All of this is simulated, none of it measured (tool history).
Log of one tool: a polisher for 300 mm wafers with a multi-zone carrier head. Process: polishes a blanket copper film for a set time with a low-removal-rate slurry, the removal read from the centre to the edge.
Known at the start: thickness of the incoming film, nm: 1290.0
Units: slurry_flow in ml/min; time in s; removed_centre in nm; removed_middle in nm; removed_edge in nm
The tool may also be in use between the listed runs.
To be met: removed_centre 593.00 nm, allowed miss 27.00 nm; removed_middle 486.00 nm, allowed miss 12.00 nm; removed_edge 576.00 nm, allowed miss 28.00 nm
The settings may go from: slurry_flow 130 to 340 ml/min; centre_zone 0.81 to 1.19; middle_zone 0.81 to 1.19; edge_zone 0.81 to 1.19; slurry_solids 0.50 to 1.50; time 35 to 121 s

{"run": 1, "hour": 0.0, "slurry_flow": 220, "centre_zone": 1.0, "middle_zone": 1.0, "edge_zone": 1.0, "slurry_solids": 1.0, "time": 78, "removed_centre": 393.29, "removed_middle": 374.74, "removed_edge": 405.3}
{"run": 2, "hour": 8.9, "slurry_flow": 220, "centre_zone": 1.0, "middle_zone": 1.0, "edge_zone": 1.0, "slurry_solids": 0.8, "time": 78, "removed_centre": 364.74, "removed_middle": 347.23, "removed_edge": 377.62}
{"run": 3, "hour": 11.7, "slurry_flow": 220, "centre_zone": 1.0, "middle_zone": 1.0, "edge_zone": 0.93, "slurry_solids": 0.8, "time": 78, "removed_centre": 371.57, "removed_middle": 357.03, "removed_edge": 368.24}
{"run": 4, "hour": 20.4, "slurry_flow": 220, "centre_zone": 1.0, "middle_zone": 1.0, "edge_zone": 0.88, "slurry_solids": 0.8, "time": 78, "removed_centre": 373.53, "removed_middle": 350.71, "removed_edge": 353.24}
{"run": 5, "hour": 25.4, "slurry_flow": 195, "centre_zone": 1.0, "middle_zone": 1.0, "edge_zone": 0.88, "slurry_solids": 0.8, "time": 78, "removed_centre": 367.65, "removed_middle": 345.29, "removed_edge": 358.1}
{"run": 6, "hour": 32.4, "slurry_flow": 195, "centre_zone": 1.0, "middle_zone": 1.04, "edge_zone": 0.88, "slurry_solids": 0.8, "time": 78, "removed_centre": 362.71, "removed_middle": 357.31, "removed_edge": 354.25}
{"run": 7, "hour": 36.3, "slurry_flow": 185, "centre_zone": 1.04, "middle_zone": 1.03, "edge_zone": 0.93, "slurry_solids": 1.0, "time": 81, "removed_centre": 401.8, "removed_middle": 380.83, "removed_edge": 388.0}
{"hour": 39.4, "done": "edge zone pressure recalibrated"}
{"run": 8, "hour": 39.4, "slurry_flow": 200, "centre_zone": 1.06, "middle_zone": 1.0, "edge_zone": 0.98, "slurry_solids": 1.15, "time": 84, "removed_centre": 445.09, "removed_middle": 410.52, "removed_edge": 416.43}
{"run": 9, "hour": 42.5, "slurry_flow": 205, "centre_zone": 1.06, "middle_zone": 0.96, "edge_zone": 1.03, "slurry_solids": 1.25, "time": 88, "removed_centre": 482.43, "removed_middle": 417.64, "removed_edge": 464.62}
{"run": 10, "hour": 45.1, "slurry_flow": 220, "centre_zone": 1.07, "middle_zone": 0.96, "edge_zone": 1.07, "slurry_solids": 1.3, "time": 89, "removed_centre": 486.39, "removed_middle": 434.67, "removed_edge": 484.24}

5 next moves are on the table. One of them brings every result within its allowed miss. Which?
{"run": "A", "hour": 47.7, "slurry_flow": 260, "centre_zone": 1.12, "middle_zone": 1.0, "edge_zone": 1.03, "slurry_solids": 1.2, "time": 89, "removed_centre": "?", "removed_middle": "?", "removed_edge": "?"}
{"run": "B", "hour": 47.7, "slurry_flow": 165, "centre_zone": 1.12, "middle_zone": 1.04, "edge_zone": 1.03, "slurry_solids": 1.35, "time": 75, "removed_centre": "?", "removed_middle": "?", "removed_edge": "?"}
{"run": "C", "hour": 47.7, "slurry_flow": 175, "centre_zone": 0.98, "middle_zone": 0.89, "edge_zone": 1.09, "slurry_solids": 1.45, "time": 100, "removed_centre": "?", "removed_middle": "?", "removed_edge": "?"}
{"run": "D", "hour": 47.7, "slurry_flow": 280, "centre_zone": 1.06, "middle_zone": 0.89, "edge_zone": 1.1, "slurry_solids": 1.2, "time": 104, "removed_centre": "?", "removed_middle": "?", "removed_edge": "?"}
{"run": "E", "hour": 47.7, "slurry_flow": 205, "centre_zone": 1.0, "middle_zone": 0.99, "edge_zone": 1.05, "slurry_solids": 1.2, "time": 77, "removed_centre": "?", "removed_middle": "?", "removed_edge": "?"}

move=A removed_centre=512.35 removed_middle=458.30 removed_edge=469.42
move=B removed_centre=415.81 removed_middle=387.20 removed_edge=389.52
move=C removed_centre=525.07 removed_middle=465.73 removed_edge=547.94
move=D removed_centre=583.09 removed_middle=489.62 removed_edge=570.06
move=E removed_centre=400.43 removed_middle=382.22 removed_edge=401.21
A: nearer than the last run, and not there yet
B: further off than the last run
C: nearer than the last run, and not there yet
D: meets every target
E: further off than the last run
Move D is the one to make.

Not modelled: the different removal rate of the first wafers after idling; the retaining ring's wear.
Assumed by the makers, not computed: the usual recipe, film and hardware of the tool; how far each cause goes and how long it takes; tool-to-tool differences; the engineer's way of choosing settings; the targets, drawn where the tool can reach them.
